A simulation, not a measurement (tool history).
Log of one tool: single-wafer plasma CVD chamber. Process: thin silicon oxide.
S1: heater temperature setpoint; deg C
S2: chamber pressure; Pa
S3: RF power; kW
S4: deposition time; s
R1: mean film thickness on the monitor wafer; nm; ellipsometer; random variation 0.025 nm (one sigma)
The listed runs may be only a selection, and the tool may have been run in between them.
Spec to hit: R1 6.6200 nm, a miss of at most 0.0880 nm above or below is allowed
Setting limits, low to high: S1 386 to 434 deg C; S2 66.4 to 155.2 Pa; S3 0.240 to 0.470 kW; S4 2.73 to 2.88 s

| run | hour | S1 | S2 | S3 | S4 | R1 |
|---|---|---|---|---|---|---|
| 1 | 0.0 | 410 | 110.8 | 0.355 | 2.88 | 6.2420 |
| 2 | 2.5 | 410 | 112.3 | 0.355 | 2.88 | 6.2845 |
| 3 | 8.9 | 410 | 113.6 | 0.355 | 2.88 | 6.3396 |
| 4 | 9.8 | 410 | 114.8 | 0.355 | 2.88 | 6.4058 |
| 5 | 13.0 | 410 | 115.7 | 0.355 | 2.88 | 6.5009 |
| 6 | 13.7 | 410 | 132.4 | 0.355 | 2.88 | 7.2824 |
| 7 | 21.9 | 410 | 132.4 | 0.355 | 2.88 | 7.2968 |
| 8 | 27.1 | 410 | 129.7 | 0.355 | 2.88 | 7.1821 |
| 9 | 32.3 | 410 | 127.5 | 0.355 | 2.88 | 7.0236 |
| 10 | 41.1 | 410 | 125.7 | 0.355 | 2.88 | 6.9576 |

Which one of the following 5 next-run settings gets every result inside its allowed miss? There is exactly one.
| A | 49.9 | 410 | 121.5 | 0.340 | 2.78 | ? |
| B | 49.9 | 422 | 129.7 | 0.325 | 2.78 | ? |
| C | 49.9 | 405 | 138.4 | 0.355 | 2.75 | ? |
| D | 49.9 | 400 | 128.8 | 0.355 | 2.88 | ? |
| E | 49.9 | 409 | 133.6 | 0.365 | 2.88 | ? |

| move | R1 |
|---|---|
| A | 6.4567 |
| B | 6.6721 |
| C | 7.2344 |
| D | 7.2197 |
| E | 7.4413 |
A: the result that was furthest off in the last run now lies on the other side of its target
B: each result inside its tolerance
C: further off than the last run
D: further off than the last run
E: further off than the last run
So the answer is move B, the one that meets all the targets.

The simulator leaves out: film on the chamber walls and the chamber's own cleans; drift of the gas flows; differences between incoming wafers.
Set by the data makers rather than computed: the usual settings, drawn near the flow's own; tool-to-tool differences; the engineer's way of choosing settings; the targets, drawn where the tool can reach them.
